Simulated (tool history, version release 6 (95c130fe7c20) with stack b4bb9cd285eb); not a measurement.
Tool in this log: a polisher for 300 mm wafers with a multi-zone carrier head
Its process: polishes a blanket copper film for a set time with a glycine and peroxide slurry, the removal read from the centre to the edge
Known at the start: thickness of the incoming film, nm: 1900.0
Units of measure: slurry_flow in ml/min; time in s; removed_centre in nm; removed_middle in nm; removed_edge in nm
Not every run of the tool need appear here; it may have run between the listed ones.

run  hour  slurry_flow  centre_zone  middle_zone  edge_zone  time  removed_centre  removed_middle  removed_edge
  1   0.0          180         1.00         1.00       1.00    50          156.52          156.88        158.43
  2   5.4          180         1.00         1.00       0.93    50          157.99          161.10        153.99
  3  11.6          175         0.99         0.99       0.92    49          151.12          150.10        150.90
  4  17.7          140         0.99         0.99       0.92    49          143.05          146.94        145.52
  5  24.3          140         0.99         0.99       0.86    49          143.51          148.49        140.29
  6  25.4          135         0.98         0.99       0.86    49          140.44          142.76        140.55
  7  30.9          115         0.91         1.02       0.83    48          120.82          134.82        132.18

Forecast run 8:
  8  31.6          120         0.91         1.02       0.83    48               ?               ?             ?

{"run 8": {"removed_centre": 123.62, "removed_middle": 141.03, "removed_edge": 136.33}}
